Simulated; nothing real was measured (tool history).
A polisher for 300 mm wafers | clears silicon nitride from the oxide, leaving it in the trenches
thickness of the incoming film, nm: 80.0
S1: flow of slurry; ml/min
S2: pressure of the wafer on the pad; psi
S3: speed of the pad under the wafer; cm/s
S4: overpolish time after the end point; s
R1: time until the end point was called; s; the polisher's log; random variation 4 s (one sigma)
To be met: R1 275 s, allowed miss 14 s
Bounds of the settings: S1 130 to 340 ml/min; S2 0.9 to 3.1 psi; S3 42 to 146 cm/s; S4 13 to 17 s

run  hour   S1   S2  S3  S4      R1
  1     0  220    2  94  17  118.67
  2     6  220    2  94  17   119.8
  3  13.9  220  1.8  90  17  136.91
  4    22  220  1.8  90  17  140.69
  5  25.1  220  1.7  88  17  147.31
  6  28.6  165  1.7  88  17  153.88
  7  32.1  165  1.6  86  17  165.69
  8  36.8  165  1.6  86  17  167.52
  9  40.2  165  1.5  84  17  182.87
 10  43.7  165  1.4  84  17  198.79
 11  49.9  165  1.3  84  17  205.65
 12  54.2  165  1.2  84  17  228.56
 13  58.6  165  1.1  84  17  247.56

Which of these 5 next moves meets every target?
  A    63  145  1.1  84  17   ?
  B    63  140    1  74  15   ?
  C    63  230    1  78  14   ?
  D    63  205  1.1  82  16   ?
  E    63  135  1.2  80  17   ?

move      R1
   A  252.86
   B  311.42
   C  273.29
   D  242.84
   E  246.96
A: nearer than the last run, and not there yet
B: takes the result that was furthest off past its target
C: meets every target
D: further off than the last run
E: as far off as the last run
The right move is C.
